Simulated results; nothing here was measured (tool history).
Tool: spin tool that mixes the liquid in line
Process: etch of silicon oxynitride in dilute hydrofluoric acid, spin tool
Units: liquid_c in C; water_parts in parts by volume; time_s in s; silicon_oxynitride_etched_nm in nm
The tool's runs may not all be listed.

{"run": 1, "hour": 0.0, "liquid_c": 24, "water_parts": 235, "time_s": 75, "silicon_oxynitride_etched_nm": 0.44078}
{"run": 2, "hour": 8.6, "liquid_c": 23, "water_parts": 270, "time_s": 75, "silicon_oxynitride_etched_nm": 0.3605}
{"run": 3, "hour": 10.5, "liquid_c": 23, "water_parts": 235, "time_s": 75, "silicon_oxynitride_etched_nm": 0.42264}
{"run": 4, "hour": 19.5, "liquid_c": 22, "water_parts": 270, "time_s": 70, "silicon_oxynitride_etched_nm": 0.31488}
{"run": 5, "hour": 23.2, "liquid_c": 21, "water_parts": 280, "time_s": 70, "silicon_oxynitride_etched_nm": 0.29228}
{"run": 6, "hour": 27.9, "liquid_c": 21, "water_parts": 280, "time_s": 75, "silicon_oxynitride_etched_nm": 0.30911}

Run 7 comes next. What will it give?
{"run": 7, "hour": 34.4, "liquid_c": 20.5, "water_parts": 300, "time_s": 75, "silicon_oxynitride_etched_nm": "?"}

{"run 7": {"silicon_oxynitride_etched_nm": 0.28144}}
